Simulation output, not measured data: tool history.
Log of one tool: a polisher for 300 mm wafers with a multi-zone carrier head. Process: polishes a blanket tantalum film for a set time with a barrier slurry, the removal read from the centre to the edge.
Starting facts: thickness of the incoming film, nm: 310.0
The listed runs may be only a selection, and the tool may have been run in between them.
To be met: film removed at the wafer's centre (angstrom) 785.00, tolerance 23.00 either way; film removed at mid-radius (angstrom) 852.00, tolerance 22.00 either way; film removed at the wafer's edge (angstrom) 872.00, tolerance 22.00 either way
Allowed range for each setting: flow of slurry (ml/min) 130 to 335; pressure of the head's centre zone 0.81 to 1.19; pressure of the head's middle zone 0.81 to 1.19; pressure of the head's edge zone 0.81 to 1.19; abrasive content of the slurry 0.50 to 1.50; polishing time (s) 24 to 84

run	hour	flow of slurry (ml/min)	pressure of the head's centre zone	pressure of the head's middle zone	pressure of the head's edge zone	abrasive content of the slurry	polishing time (s)	film removed at the wafer's centre (angstrom)	film removed at mid-radius (angstrom)	film removed at the wafer's edge (angstrom)
1	0.0	215	1.00	1.00	1.00	1.00	54	1099.00	1080.80	1068.10
2	8.2	210	0.98	0.99	0.98	0.95	54	1053.70	1052.20	1044.50
3	11.0	210	0.98	1.04	0.98	0.95	54	1054.10	1111.30	1053.40
4	18.6	210	1.05	1.04	0.98	0.95	54	1121.30	1115.30	1046.70
5	22.0	205	1.03	1.03	0.97	0.90	54	1087.80	1076.80	1006.00
6	29.3	200	1.01	1.02	0.97	0.85	54	1056.20	1045.50	1008.40
7	37.0	195	0.99	1.01	0.96	0.80	54	993.98	1024.70	980.21
8	44.6	190	0.97	1.00	0.95	0.80	54	995.65	1023.60	966.61
9	45.9	185	0.95	0.99	0.95	0.75	54	929.59	988.40	948.98
10	52.5	150	0.87	0.89	0.85	0.70	54	801.71	850.42	860.60

4 next moves are on the table. One of them brings every result within its allowed miss. Which?
A	59.1	130	0.94	0.90	0.82	0.75	54	?	?	?
B	59.1	150	0.89	0.87	0.81	0.60	59	?	?	?
C	59.1	135	0.89	0.94	0.93	0.60	55	?	?	?
D	59.1	145	0.91	0.88	0.83	0.70	54	?	?	?

move	film removed at the wafer's centre (angstrom)	film removed at mid-radius (angstrom)	film removed at the wafer's edge (angstrom)
A	844.98	845.87	848.25
B	859.91	879.68	893.09
C	778.97	852.11	868.94
D	829.91	839.12	854.87
A: its largest miss is bigger than the last run's
B: its largest miss is bigger than the last run's
C: all results in spec
D: its largest miss is bigger than the last run's
So the answer is move C, the one that meets all the targets.

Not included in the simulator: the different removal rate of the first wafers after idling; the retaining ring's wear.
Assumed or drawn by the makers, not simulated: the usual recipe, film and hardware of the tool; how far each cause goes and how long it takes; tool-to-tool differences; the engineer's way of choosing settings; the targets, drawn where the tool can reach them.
